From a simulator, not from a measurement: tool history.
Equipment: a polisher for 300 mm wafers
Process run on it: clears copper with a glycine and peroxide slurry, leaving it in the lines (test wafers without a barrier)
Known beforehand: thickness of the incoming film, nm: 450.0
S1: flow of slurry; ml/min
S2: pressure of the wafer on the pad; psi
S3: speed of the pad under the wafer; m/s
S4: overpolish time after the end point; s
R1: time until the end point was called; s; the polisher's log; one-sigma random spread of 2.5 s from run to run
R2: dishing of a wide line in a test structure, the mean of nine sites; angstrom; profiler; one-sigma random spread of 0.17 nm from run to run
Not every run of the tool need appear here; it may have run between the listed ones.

| run | day | S1 | S2 | S3 | S4 | R1 | R2 |
|---|---|---|---|---|---|---|---|
| 1 | 0 | 135 | 2.1 | 0.94 | 27 | 82.421 | 147.34 |
| 2 | 0.183 | 135 | 2.1 | 0.94 | 36 | 83.988 | 144.76 |
| 3 | 0.275 | 135 | 2.1 | 0.76 | 36 | 94.293 | 152.39 |
| 4 | 0.625 | 135 | 1.8 | 0.76 | 36 | 104.58 | 155.71 |
| 5 | 0.733 | 135 | 1.3 | 0.76 | 36 | 136.68 | 161.11 |
| 6 | 0.904 | 135 | 1.3 | 0.94 | 36 | 114.66 | 152.28 |
| 7 | 1.054 | 100 | 1 | 1.12 | 23 | 128.76 | 151.88 |
| 8 | 1.092 | 95 | 1 | 1.14 | 20 | 132 | 145.74 |

For run 9, what comes out?
| 9 | 1.217 | 90 | 1 | 1.16 | 18 | ? | ? |

R1: 124.86 s
R2: 145.43 angstrom
